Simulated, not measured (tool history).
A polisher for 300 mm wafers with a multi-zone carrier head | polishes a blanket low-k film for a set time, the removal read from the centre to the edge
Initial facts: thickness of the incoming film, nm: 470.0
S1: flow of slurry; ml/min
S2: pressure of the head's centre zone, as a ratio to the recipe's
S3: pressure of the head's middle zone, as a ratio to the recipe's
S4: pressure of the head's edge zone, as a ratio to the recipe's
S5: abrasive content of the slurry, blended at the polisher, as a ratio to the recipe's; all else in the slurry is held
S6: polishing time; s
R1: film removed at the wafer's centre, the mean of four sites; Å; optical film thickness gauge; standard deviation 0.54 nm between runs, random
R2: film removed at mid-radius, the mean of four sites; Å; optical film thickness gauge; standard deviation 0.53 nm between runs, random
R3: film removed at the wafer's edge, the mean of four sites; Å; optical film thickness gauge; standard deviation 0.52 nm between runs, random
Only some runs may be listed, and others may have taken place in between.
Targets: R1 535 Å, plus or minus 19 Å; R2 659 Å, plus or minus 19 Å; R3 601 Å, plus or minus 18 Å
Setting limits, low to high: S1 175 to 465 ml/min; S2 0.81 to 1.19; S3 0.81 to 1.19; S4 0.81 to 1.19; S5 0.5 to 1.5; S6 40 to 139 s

Run 1, day 0: S1 295 ml/min, S2 1, S3 1, S4 1, S5 1, S6 89 s. Result: R1 358.75 Å, R2 353.48 Å, R3 362.05 Å.
Run 2, day 0.175: S1 295 ml/min, S2 1, S3 1, S4 0.97, S5 1, S6 89 s. Result: R1 350.06 Å, R2 352.96 Å, R3 360.8 Å.
Run 3, day 0.442: S1 300 ml/min, S2 0.97, S3 1.04, S4 1, S5 1.15, S6 95 s. Result: R1 398.45 Å, R2 423.3 Å, R3 412.96 Å.
Run 4, day 0.721: S1 365 ml/min, S2 0.97, S3 1.04, S4 1, S5 1.15, S6 95 s. Result: R1 400.13 Å, R2 423.42 Å, R3 412.91 Å.
Run 5, day 0.996: S1 360 ml/min, S2 0.94, S3 1.06, S4 1.03, S5 1.25, S6 100 s. Result: R1 428.82 Å, R2 477.17 Å, R3 469.22 Å.
Run 6, day 1.058: S1 360 ml/min, S2 0.94, S3 1.06, S4 0.96, S5 1.25, S6 100 s. Result: R1 429.43 Å, R2 476.99 Å, R3 446.34 Å.
Run 7, day 1.271: S1 360 ml/min, S2 0.93, S3 1.09, S4 0.99, S5 1.3, S6 103 s. Result: R1 452.88 Å, R2 507.43 Å, R3 483.99 Å.
Run 8, day 1.325: S1 365 ml/min, S2 0.91, S3 1.12, S4 0.99, S5 1.35, S6 106 s. Result: R1 464.86 Å, R2 547.56 Å, R3 496.48 Å.
Run 9, day 1.504: S1 370 ml/min, S2 0.91, S3 1.14, S4 1.02, S5 1.4, S6 108 s. Result: R1 476.92 Å, R2 572.95 Å, R3 528.74 Å.
Run 10, day 1.588: S1 370 ml/min, S2 0.91, S3 1.14, S4 1.02, S5 1.4, S6 108 s. Result: R1 472.68 Å, R2 574.39 Å, R3 526.08 Å.
Run 11, day 1.892: S1 375 ml/min, S2 0.92, S3 1.15, S4 1.03, S5 1.45, S6 110 s. Result: R1 493.77 Å, R2 591.34 Å, R3 543.71 Å.

Next run, 4 choices. One meets every target within its allowed miss, the rest don't. Which?
Run A, day 2.196: S1 445 ml/min, S2 0.88, S3 1.02, S4 1.15, S5 1.1, S6 139 s. Result: R1 ?, R2 ?, R3 ?.
Run B, day 2.196: S1 390 ml/min, S2 0.93, S3 1.07, S4 1.07, S5 1.5, S6 116 s. Result: R1 ?, R2 ?, R3 ?.
Run C, day 2.196: S1 350 ml/min, S2 0.99, S3 1.13, S4 0.95, S5 1.3, S6 124 s. Result: R1 ?, R2 ?, R3 ?.
Run D, day 2.196: S1 460 ml/min, S2 0.87, S3 1.11, S4 0.95, S5 1.5, S6 122 s. Result: R1 ?, R2 ?, R3 ?.

move      R1      R2      R3
   A  532.94  607.72  635.98
   B  533.06  599.84  587.15
   C  565.35  626.95  561.27
   D  532.66  658.07  595.05
A: closer than the last run, but not yet in spec
B: closer than the last run, but not yet in spec
C: closer than the last run, but not yet in spec
D: every result within its allowed miss
Move D is the one to make.
